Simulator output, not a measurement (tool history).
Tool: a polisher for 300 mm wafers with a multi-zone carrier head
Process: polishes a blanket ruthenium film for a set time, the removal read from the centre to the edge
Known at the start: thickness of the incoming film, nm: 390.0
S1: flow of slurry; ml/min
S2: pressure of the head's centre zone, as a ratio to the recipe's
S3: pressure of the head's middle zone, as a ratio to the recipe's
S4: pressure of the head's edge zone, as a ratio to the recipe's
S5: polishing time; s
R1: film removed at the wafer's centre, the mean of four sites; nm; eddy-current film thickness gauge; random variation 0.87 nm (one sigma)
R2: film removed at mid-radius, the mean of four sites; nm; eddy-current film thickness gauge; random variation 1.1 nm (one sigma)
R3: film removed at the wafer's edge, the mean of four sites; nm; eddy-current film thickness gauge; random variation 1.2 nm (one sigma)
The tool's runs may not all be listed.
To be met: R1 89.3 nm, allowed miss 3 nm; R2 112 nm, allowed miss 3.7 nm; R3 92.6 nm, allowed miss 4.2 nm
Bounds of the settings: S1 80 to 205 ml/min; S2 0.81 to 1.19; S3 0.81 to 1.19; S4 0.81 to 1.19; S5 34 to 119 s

run,hour,S1,S2,S3,S4,S5,R1,R2,R3
1,0,135,1,1,1,76,124.77,127.55,121.19
2,8,130,0.97,1.02,0.96,73,115.27,121.16,113.04
3,10.4,125,0.94,1.05,0.93,71,108.26,119.02,110.54
4,15.9,145,0.94,1.05,0.93,71,112.39,122.53,113.39
5,21.9,135,0.93,1.08,0.9,69,105.71,119.13,106.15
6,30.7,135,0.93,1.08,0.95,69,105.97,120.54,107.24
7,33.5,105,0.89,1.17,0.86,61,85.627,104.77,89.376
8,37.5,110,0.89,1.17,0.86,61,85.945,106.87,87.569
9,42.6,115,0.89,1.17,0.87,61,87.105,108.16,90.239

4 next moves are on the table. One of them brings every result within its allowed miss. Which?
A,47.7,135,0.89,1.19,0.9,61,?,?,?
B,47.7,105,0.89,1.13,0.81,60,?,?,?
C,47.7,130,0.92,1.11,0.99,59,?,?,?
D,47.7,115,0.95,1.15,0.85,57,?,?,?

move,R1,R2,R3
A,90.84,113.04,92.852
B,83.738,101.63,83.806
C,89.482,103.68,93.476
D,86.124,99.772,82.543
A: meets every target
B: further off than the last run
C: further off than the last run
D: further off than the last run
Move A is the one to make.
